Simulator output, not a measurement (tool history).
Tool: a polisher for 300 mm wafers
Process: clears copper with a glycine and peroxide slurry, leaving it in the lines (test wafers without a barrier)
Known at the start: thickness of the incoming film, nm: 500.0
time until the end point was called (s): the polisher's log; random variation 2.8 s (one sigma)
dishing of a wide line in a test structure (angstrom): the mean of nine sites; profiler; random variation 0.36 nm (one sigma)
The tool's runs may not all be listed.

run	hour	flow of slurry (ml/min)	pressure of the wafer on the pad (kPa)	speed of the pad under the wafer (cm/s)	overpolish time after the end point (s)	time until the end point was called (s)	dishing of a wide line in a test structure (angstrom)
1	0.0	185	13.8	114	17	106.87	532.90
2	7.8	185	13.1	110	15	114.71	454.43
3	15.2	185	12.4	106	14	126.48	411.67
4	21.7	185	11.7	106	13	131.60	365.95
5	28.9	185	11.0	106	12	133.32	321.87
6	31.8	185	14.5	106	12	110.73	401.71
7	39.6	185	13.1	106	11	121.23	338.02
8	48.2	185	12.4	106	11	126.41	327.22

Forecast run 9:
9	56.6	185	11.7	106	11	?	?

Run 9 gave time until the end point was called (s) 128.06, dishing of a wide line in a test structure (angstrom) 315.73.

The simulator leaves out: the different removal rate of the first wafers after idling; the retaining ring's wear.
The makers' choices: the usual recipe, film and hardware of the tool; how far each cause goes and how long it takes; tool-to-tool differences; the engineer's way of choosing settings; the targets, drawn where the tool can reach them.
